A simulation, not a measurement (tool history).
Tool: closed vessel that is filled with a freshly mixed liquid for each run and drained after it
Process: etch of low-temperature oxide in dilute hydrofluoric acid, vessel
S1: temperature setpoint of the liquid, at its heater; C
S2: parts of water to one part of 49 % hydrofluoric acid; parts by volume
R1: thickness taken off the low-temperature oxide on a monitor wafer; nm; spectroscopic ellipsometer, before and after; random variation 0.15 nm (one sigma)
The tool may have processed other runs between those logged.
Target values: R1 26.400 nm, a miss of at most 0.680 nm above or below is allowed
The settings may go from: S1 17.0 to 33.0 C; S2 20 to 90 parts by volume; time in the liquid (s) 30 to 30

{"run": 1, "hour": 0.0, "S1": 25.0, "S2": 50, "time in the liquid (s)": 30, "R1": 11.87}
{"run": 2, "hour": 3.1, "S1": 26.0, "S2": 45, "time in the liquid (s)": 30, "R1": 13.917}
{"run": 3, "hour": 10.4, "S1": 26.5, "S2": 45, "time in the liquid (s)": 30, "R1": 14.076}
{"run": 4, "hour": 15.5, "S1": 26.5, "S2": 45, "time in the liquid (s)": 30, "R1": 14.077}
{"run": 5, "hour": 23.7, "S1": 27.0, "S2": 45, "time in the liquid (s)": 30, "R1": 14.373}
{"run": 6, "hour": 25.9, "S1": 27.5, "S2": 45, "time in the liquid (s)": 30, "R1": 14.723}
{"run": 7, "hour": 30.5, "S1": 28.0, "S2": 45, "time in the liquid (s)": 30, "R1": 14.897}
{"run": 8, "hour": 39.8, "S1": 28.5, "S2": 45, "time in the liquid (s)": 30, "R1": 15.267}
{"run": 9, "hour": 43.6, "S1": 29.0, "S2": 45, "time in the liquid (s)": 30, "R1": 15.811}
{"run": 10, "hour": 47.1, "S1": 29.5, "S2": 45, "time in the liquid (s)": 30, "R1": 15.995}
{"run": 11, "hour": 56.3, "S1": 30.0, "S2": 45, "time in the liquid (s)": 30, "R1": 16.291}
{"run": 12, "hour": 62.6, "S1": 30.0, "S2": 45, "time in the liquid (s)": 30, "R1": 16.194}
{"run": 13, "hour": 67.1, "S1": 30.0, "S2": 45, "time in the liquid (s)": 30, "R1": 16.253}
{"run": 14, "hour": 69.7, "S1": 30.5, "S2": 45, "time in the liquid (s)": 30, "R1": 16.604}
{"run": 15, "hour": 72.5, "S1": 33.0, "S2": 25, "time in the liquid (s)": 30, "R1": 34.187}
{"run": 16, "hour": 80.2, "S1": 32.5, "S2": 25, "time in the liquid (s)": 30, "R1": 33.354}
{"run": 17, "hour": 85.4, "S1": 32.0, "S2": 25, "time in the liquid (s)": 30, "R1": 32.614}
{"run": 18, "hour": 94.4, "S1": 31.5, "S2": 25, "time in the liquid (s)": 30, "R1": 31.925}
{"run": 19, "hour": 96.2, "S1": 31.0, "S2": 25, "time in the liquid (s)": 30, "R1": 31.431}
{"run": 20, "hour": 101.8, "S1": 30.5, "S2": 25, "time in the liquid (s)": 30, "R1": 30.652}
{"run": 21, "hour": 108.3, "S1": 30.0, "S2": 25, "time in the liquid (s)": 30, "R1": 30.045}

Which of these 4 next moves meets every target?
{"run": "A", "hour": 114.8, "S1": 29.5, "S2": 30, "time in the liquid (s)": 30, "R1": "?"}
{"run": "B", "hour": 114.8, "S1": 30.5, "S2": 30, "time in the liquid (s)": 30, "R1": "?"}
{"run": "C", "hour": 114.8, "S1": 26.5, "S2": 25, "time in the liquid (s)": 30, "R1": "?"}
{"run": "D", "hour": 114.8, "S1": 28.5, "S2": 25, "time in the liquid (s)": 30, "R1": "?"}

move=A R1=24.316
move=B R1=25.309
move=C R1=26.019
move=D R1=28.241
A: takes the result that was furthest off past its target
B: takes the result that was furthest off past its target
C: hits every target within its allowed miss
D: nearer the targets than the last run, but a result is still out of spec
Answer: C

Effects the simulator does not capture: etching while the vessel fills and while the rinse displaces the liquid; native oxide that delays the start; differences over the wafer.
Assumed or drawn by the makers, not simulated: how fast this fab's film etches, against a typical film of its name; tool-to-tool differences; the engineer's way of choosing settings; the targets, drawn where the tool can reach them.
